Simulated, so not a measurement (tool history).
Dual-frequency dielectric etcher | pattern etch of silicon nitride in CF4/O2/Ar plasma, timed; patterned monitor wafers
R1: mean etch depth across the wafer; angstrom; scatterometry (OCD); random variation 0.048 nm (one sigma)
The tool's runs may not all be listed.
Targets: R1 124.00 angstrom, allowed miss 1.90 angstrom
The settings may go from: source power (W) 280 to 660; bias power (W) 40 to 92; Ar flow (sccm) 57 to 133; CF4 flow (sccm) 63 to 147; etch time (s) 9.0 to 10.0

run 1 day=0.000 | source_power_(W)=470 bias_power_(W)=66 Ar_flow_(sccm)=95 CF4_flow_(sccm)=105 etch_time_(s)=10.0 | R1=191.03
run 2 day=0.038 | source_power_(W)=470 bias_power_(W)=66 Ar_flow_(sccm)=110 CF4_flow_(sccm)=105 etch_time_(s)=10.0 | R1=186.87
run 3 day=0.312 | source_power_(W)=470 bias_power_(W)=66 Ar_flow_(sccm)=110 CF4_flow_(sccm)=120 etch_time_(s)=10.0 | R1=190.20
run 4 day=0.338 | source_power_(W)=470 bias_power_(W)=66 Ar_flow_(sccm)=110 CF4_flow_(sccm)=120 etch_time_(s)=10.0 | R1=190.22
run 5 day=0.525 | source_power_(W)=410 bias_power_(W)=62 Ar_flow_(sccm)=111 CF4_flow_(sccm)=119 etch_time_(s)=10.0 | R1=156.47
run 6 day=0.750 | source_power_(W)=380 bias_power_(W)=62 Ar_flow_(sccm)=111 CF4_flow_(sccm)=119 etch_time_(s)=10.0 | R1=143.44
run 7 day=0.829 | source_power_(W)=360 bias_power_(W)=62 Ar_flow_(sccm)=111 CF4_flow_(sccm)=119 etch_time_(s)=10.0 | R1=135.64
run 8 day=1.171 | source_power_(W)=350 bias_power_(W)=62 Ar_flow_(sccm)=111 CF4_flow_(sccm)=119 etch_time_(s)=10.0 | R1=131.94
run 9 day=1.479 | source_power_(W)=340 bias_power_(W)=62 Ar_flow_(sccm)=111 CF4_flow_(sccm)=119 etch_time_(s)=10.0 | R1=127.75

4 next moves are on the table. One of them brings every result within its allowed miss. Which?
run A day=1.788 | source_power_(W)=340 bias_power_(W)=68 Ar_flow_(sccm)=105 CF4_flow_(sccm)=117 etch_time_(s)=9.5 | R1=?
run B day=1.788 | source_power_(W)=340 bias_power_(W)=64 Ar_flow_(sccm)=110 CF4_flow_(sccm)=132 etch_time_(s)=10.0 | R1=?
run C day=1.788 | source_power_(W)=350 bias_power_(W)=64 Ar_flow_(sccm)=96 CF4_flow_(sccm)=122 etch_time_(s)=9.0 | R1=?
run D day=1.788 | source_power_(W)=320 bias_power_(W)=72 Ar_flow_(sccm)=107 CF4_flow_(sccm)=106 etch_time_(s)=10.0 | R1=?

move=A R1=128.74
move=B R1=131.14
move=C R1=123.02
move=D R1=129.65
A: further off than the last run
B: further off than the last run
C: meets every target
D: further off than the last run
The right move is C.

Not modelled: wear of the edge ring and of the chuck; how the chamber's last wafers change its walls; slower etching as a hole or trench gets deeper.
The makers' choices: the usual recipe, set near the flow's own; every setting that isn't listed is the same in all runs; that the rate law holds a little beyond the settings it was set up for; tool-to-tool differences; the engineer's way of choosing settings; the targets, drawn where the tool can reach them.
